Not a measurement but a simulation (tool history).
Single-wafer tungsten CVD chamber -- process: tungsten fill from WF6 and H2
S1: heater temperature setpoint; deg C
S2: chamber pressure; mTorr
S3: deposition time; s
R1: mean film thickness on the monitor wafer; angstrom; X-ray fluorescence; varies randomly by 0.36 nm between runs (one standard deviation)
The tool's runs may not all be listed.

run	hour	S1	S2	S3	R1
1	0	390	52700	15.1	484.29
2	3.4	383	52700	15.1	414.34
3	9.8	388	53000	15.1	466.74
4	11.5	397	53000	15.1	568.82
5	12.6	397	53000	15.1	570.01
6	20.3	391	53000	15.1	500.87

The next listed run, before its measurement:
7	28.7	394	53100	15.1	?

R1: 536.48 angstrom

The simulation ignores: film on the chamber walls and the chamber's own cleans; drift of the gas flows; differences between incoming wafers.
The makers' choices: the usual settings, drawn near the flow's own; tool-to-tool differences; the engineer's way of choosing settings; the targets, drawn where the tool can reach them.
